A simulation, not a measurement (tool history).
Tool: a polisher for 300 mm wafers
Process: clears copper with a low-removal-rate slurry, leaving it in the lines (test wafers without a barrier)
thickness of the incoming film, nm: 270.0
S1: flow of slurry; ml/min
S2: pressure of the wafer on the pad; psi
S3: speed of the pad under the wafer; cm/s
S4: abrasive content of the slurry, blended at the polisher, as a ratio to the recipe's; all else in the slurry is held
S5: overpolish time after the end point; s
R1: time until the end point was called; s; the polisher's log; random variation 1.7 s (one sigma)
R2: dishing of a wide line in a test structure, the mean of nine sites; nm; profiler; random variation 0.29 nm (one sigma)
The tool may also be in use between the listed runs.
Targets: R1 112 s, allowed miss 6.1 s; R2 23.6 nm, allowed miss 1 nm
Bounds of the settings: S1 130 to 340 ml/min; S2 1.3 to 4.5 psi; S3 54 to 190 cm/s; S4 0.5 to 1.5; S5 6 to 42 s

| run | hour | S1 | S2 | S3 | S4 | S5 | R1 | R2 |
|---|---|---|---|---|---|---|---|---|
| 1 | 0 | 220 | 2.9 | 122 | 1 | 21 | 92.042 | 44.914 |
| 2 | 3.4 | 220 | 2.8 | 122 | 1 | 20 | 94.362 | 42.097 |
| 3 | 8.1 | 220 | 2.8 | 138 | 1 | 20 | 84.429 | 44.903 |
| 4 | 10.2 | 220 | 2.7 | 138 | 1 | 19 | 85.499 | 42.379 |
| 5 | 12.7 | 220 | 2.6 | 138 | 1 | 18 | 89.612 | 39.856 |
| 6 | 16.1 | 220 | 2.5 | 138 | 1 | 17 | 91.795 | 35.968 |
| 7 | 23.9 | 220 | 2.5 | 138 | 1 | 17 | 94.933 | 36.259 |
| 8 | 29.8 | 220 | 2.4 | 138 | 1 | 16 | 97.667 | 32.75 |
| 9 | 36.9 | 220 | 2.1 | 140 | 1 | 14 | 110.12 | 26.649 |

4 next moves are on the table. One of them brings every result within its allowed miss. Which?
| A | 44 | 220 | 2.5 | 112 | 1.1 | 15 | ? | ? |
| B | 44 | 210 | 2 | 146 | 1.05 | 12 | ? | ? |
| C | 44 | 215 | 2.1 | 134 | 0.95 | 19 | ? | ? |
| D | 44 | 235 | 2.2 | 130 | 1 | 17 | ? | ? |

| move | R1 | R2 |
|---|---|---|
| A | 110.07 | 28.325 |
| B | 108.64 | 23.404 |
| C | 113.83 | 33.206 |
| D | 109.74 | 31.329 |
A: further off than the last run
B: meets every target
C: further off than the last run
D: further off than the last run
The right move is B.
